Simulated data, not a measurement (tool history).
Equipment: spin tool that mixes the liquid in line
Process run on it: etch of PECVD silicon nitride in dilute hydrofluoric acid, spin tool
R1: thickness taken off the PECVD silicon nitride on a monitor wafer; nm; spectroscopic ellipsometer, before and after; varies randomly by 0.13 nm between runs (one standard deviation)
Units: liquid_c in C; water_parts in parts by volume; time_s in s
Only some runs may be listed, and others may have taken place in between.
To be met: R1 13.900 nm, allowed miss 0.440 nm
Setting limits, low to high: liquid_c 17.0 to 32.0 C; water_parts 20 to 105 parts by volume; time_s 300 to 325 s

Run 1, hour 0.0: liquid_c 24.0 C, water_parts 55 parts by volume, time_s 300 s. Result: R1 22.989 nm.
Run 2, hour 3.8: liquid_c 24.0 C, water_parts 55 parts by volume, time_s 300 s. Result: R1 23.095 nm.
Run 3, hour 10.5: liquid_c 24.0 C, water_parts 55 parts by volume, time_s 300 s. Result: R1 23.459 nm.
Run 4, hour 13.4: liquid_c 21.5 C, water_parts 55 parts by volume, time_s 300 s. Result: R1 19.617 nm.
Run 5, hour 16.0: liquid_c 20.0 C, water_parts 55 parts by volume, time_s 300 s. Result: R1 17.437 nm.
Run 6, hour 19.9: liquid_c 20.0 C, water_parts 55 parts by volume, time_s 300 s. Result: R1 17.578 nm.
Run 7, hour 24.3: liquid_c 19.0 C, water_parts 55 parts by volume, time_s 300 s. Result: R1 16.366 nm.
Run 8, hour 31.8: liquid_c 18.5 C, water_parts 55 parts by volume, time_s 300 s. Result: R1 15.649 nm.
Run 9, hour 35.3: liquid_c 18.0 C, water_parts 55 parts by volume, time_s 300 s. Result: R1 15.142 nm.
Run 10, hour 36.9: liquid_c 17.5 C, water_parts 55 parts by volume, time_s 300 s. Result: R1 14.804 nm.

Below are 5 possible settings for the next run. Only one of them brings all results inside the allowed miss of their targets. Which is it?
Run A, hour 38.5: liquid_c 18.0 C, water_parts 55 parts by volume, time_s 300 s. Result: R1 ?.
Run B, hour 38.5: liquid_c 17.0 C, water_parts 60 parts by volume, time_s 300 s. Result: R1 ?.
Run C, hour 38.5: liquid_c 18.0 C, water_parts 60 parts by volume, time_s 300 s. Result: R1 ?.
Run D, hour 38.5: liquid_c 18.5 C, water_parts 70 parts by volume, time_s 310 s. Result: R1 ?.
Run E, hour 38.5: liquid_c 21.0 C, water_parts 80 parts by volume, time_s 300 s. Result: R1 ?.

move      R1
   A  15.112
   B  12.943
   C  13.888
   D  12.795
   E  12.913
A: further off than the last run
B: takes the biggest miss from the last run beyond its target
C: every result within its allowed miss
D: takes the biggest miss from the last run beyond its target
E: takes the biggest miss from the last run beyond its target
So the answer is move C, the one that meets all the targets.

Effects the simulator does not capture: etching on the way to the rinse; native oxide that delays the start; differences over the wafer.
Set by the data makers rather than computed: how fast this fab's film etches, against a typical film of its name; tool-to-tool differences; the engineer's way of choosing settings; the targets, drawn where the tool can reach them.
